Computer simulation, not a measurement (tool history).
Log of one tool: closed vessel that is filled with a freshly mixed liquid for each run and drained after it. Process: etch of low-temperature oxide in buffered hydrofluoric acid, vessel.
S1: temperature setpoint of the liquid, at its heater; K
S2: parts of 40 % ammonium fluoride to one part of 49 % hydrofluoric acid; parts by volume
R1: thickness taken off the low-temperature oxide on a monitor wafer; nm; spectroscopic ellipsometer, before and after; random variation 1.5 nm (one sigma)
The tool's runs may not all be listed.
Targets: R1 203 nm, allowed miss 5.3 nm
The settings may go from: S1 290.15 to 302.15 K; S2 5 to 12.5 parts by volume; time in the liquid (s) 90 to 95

Run 1, hour 0: S1 294.15 K, S2 7.5 parts by volume, time in the liquid (s) 90. Result: R1 307.19 nm.
Run 2, hour 2.7: S1 294.15 K, S2 9.5 parts by volume, time in the liquid (s) 90. Result: R1 243.74 nm.
Run 3, hour 8.2: S1 292.65 K, S2 9.5 parts by volume, time in the liquid (s) 90. Result: R1 221.15 nm.
Run 4, hour 9: S1 290.15 K, S2 9.5 parts by volume, time in the liquid (s) 90. Result: R1 190.55 nm.
Run 5, hour 15.3: S1 290.15 K, S2 11 parts by volume, time in the liquid (s) 90. Result: R1 170.34 nm.
Run 6, hour 18: S1 290.15 K, S2 11 parts by volume, time in the liquid (s) 90. Result: R1 171.43 nm.
Run 7, hour 23.3: S1 290.65 K, S2 11 parts by volume, time in the liquid (s) 90. Result: R1 175.61 nm.
Run 8, hour 30.6: S1 291.15 K, S2 11 parts by volume, time in the liquid (s) 90. Result: R1 180.02 nm.
Run 9, hour 32.3: S1 291.65 K, S2 11 parts by volume, time in the liquid (s) 90. Result: R1 185.51 nm.
Run 10, hour 34: S1 292.15 K, S2 11 parts by volume, time in the liquid (s) 90. Result: R1 193.11 nm.

5 next moves are on the table. One of them brings every result within its allowed miss. Which?
Run A, hour 35.7: S1 290.15 K, S2 9.5 parts by volume, time in the liquid (s) 90. Result: R1 ?.
Run B, hour 35.7: S1 293.15 K, S2 11 parts by volume, time in the liquid (s) 90. Result: R1 ?.
Run C, hour 35.7: S1 292.15 K, S2 11.5 parts by volume, time in the liquid (s) 90. Result: R1 ?.
Run D, hour 35.7: S1 291.15 K, S2 10.5 parts by volume, time in the liquid (s) 90. Result: R1 ?.
Run E, hour 35.7: S1 291.65 K, S2 11.5 parts by volume, time in the liquid (s) 90. Result: R1 ?.

move      R1
   A  191.94
   B  200.66
   C  181.64
   D  187.58
   E  176.58
A: further off than the last run
B: meets every target
C: further off than the last run
D: further off than the last run
E: further off than the last run
Answer: B
